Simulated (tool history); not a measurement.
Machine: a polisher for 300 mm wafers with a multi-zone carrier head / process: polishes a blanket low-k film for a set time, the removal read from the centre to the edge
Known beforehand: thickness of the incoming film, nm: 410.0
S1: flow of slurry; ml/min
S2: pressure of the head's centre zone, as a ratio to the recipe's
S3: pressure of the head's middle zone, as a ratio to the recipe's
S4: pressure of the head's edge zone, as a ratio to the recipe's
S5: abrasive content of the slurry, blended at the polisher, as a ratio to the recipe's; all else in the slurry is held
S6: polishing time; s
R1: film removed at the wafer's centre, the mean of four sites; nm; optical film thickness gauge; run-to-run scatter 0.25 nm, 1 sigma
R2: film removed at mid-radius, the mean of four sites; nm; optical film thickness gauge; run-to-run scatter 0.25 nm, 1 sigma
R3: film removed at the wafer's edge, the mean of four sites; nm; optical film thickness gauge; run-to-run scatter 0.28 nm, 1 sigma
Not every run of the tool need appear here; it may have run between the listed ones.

run 1 hour=0.0 | S1=270 S2=1.00 S3=1.00 S4=1.00 S5=1.00 S6=74 | R1=26.194 R2=26.185 R3=26.559
run 2 hour=0.9 | S1=270 S2=1.00 S3=1.00 S4=1.07 S5=1.00 S6=74 | R1=25.843 R2=26.066 R3=27.105
run 3 hour=6.6 | S1=280 S2=1.01 S3=1.04 S4=1.09 S5=1.10 S6=74 | R1=27.223 R2=28.501 R3=28.405
run 4 hour=12.0 | S1=285 S2=1.01 S3=1.05 S4=1.11 S5=1.20 S6=74 | R1=28.867 R2=29.343 R3=29.454
run 5 hour=14.4 | S1=285 S2=0.98 S3=1.05 S4=1.11 S5=1.20 S6=74 | R1=27.980 R2=29.608 R3=30.211
run 6 hour=21.4 | S1=300 S2=0.98 S3=1.08 S4=1.12 S5=1.25 S6=74 | R1=28.447 R2=30.892 R3=30.518

What will run 7 give?
run 7 hour=26.1 | S1=300 S2=0.98 S3=1.10 S4=1.13 S5=1.30 S6=75 | R1=? R2=? R3=?

{"run 7": {"R1": 29.367, "R2": 32.272, "R3": 32.067}}

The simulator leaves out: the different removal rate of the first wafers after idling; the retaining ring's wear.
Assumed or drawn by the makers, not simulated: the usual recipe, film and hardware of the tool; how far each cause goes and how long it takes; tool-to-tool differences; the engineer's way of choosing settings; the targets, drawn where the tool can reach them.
